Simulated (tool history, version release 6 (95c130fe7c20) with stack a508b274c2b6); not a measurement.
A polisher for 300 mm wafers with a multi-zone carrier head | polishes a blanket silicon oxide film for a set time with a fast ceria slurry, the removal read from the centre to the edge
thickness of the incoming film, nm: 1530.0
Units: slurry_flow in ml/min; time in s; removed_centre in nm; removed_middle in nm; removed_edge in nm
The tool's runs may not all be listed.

run 1 hour=0 | slurry_flow=170 centre_zone=1 middle_zone=1 edge_zone=1 time=41 | removed_centre=556.62 removed_middle=568.65 removed_edge=549.87
run 2 hour=1.8 | slurry_flow=170 centre_zone=1 middle_zone=0.94 edge_zone=1 time=41 | removed_centre=563.11 removed_middle=543.22 removed_edge=555.4
run 3 hour=7.9 | slurry_flow=180 centre_zone=1 middle_zone=0.96 edge_zone=1.01 time=41 | removed_centre=566.34 removed_middle=558.17 removed_edge=554.96
run 4 hour=13.9 | slurry_flow=180 centre_zone=1.06 middle_zone=0.96 edge_zone=1.01 time=41 | removed_centre=575.02 removed_middle=553.99 removed_edge=554.7
run 5 hour=21.1 | slurry_flow=180 centre_zone=1.09 middle_zone=0.96 edge_zone=1.01 time=41 | removed_centre=598.17 removed_middle=552.26 removed_edge=567
run 6 hour=29 | slurry_flow=180 centre_zone=1.09 middle_zone=0.96 edge_zone=0.98 time=41 | removed_centre=614.22 removed_middle=561.3 removed_edge=548.44
run 7 hour=29.9 | slurry_flow=185 centre_zone=1.09 middle_zone=0.98 edge_zone=0.99 time=41 | removed_centre=607.71 removed_middle=565.1 removed_edge=560.99
run 8 hour=38.7 | slurry_flow=190 centre_zone=1.09 middle_zone=1 edge_zone=0.99 time=41 | removed_centre=605.79 removed_middle=583.63 removed_edge=559.16
run 9 hour=43.2 | slurry_flow=195 centre_zone=1.09 middle_zone=1.01 edge_zone=1 time=41 | removed_centre=622.05 removed_middle=593.23 removed_edge=563.09
run 10 hour=48.8 | slurry_flow=200 centre_zone=1.08 middle_zone=1.02 edge_zone=1.02 time=41 | removed_centre=603.52 removed_middle=589.42 removed_edge=566.04

Forecast run 11:
run 11 hour=55.1 | slurry_flow=200 centre_zone=1.08 middle_zone=1.02 edge_zone=1.02 time=41 | removed_centre=? removed_middle=? removed_edge=?

Run 11 gave removed_centre 618.08 nm, removed_middle 594.88 nm, removed_edge 560.64 nm.

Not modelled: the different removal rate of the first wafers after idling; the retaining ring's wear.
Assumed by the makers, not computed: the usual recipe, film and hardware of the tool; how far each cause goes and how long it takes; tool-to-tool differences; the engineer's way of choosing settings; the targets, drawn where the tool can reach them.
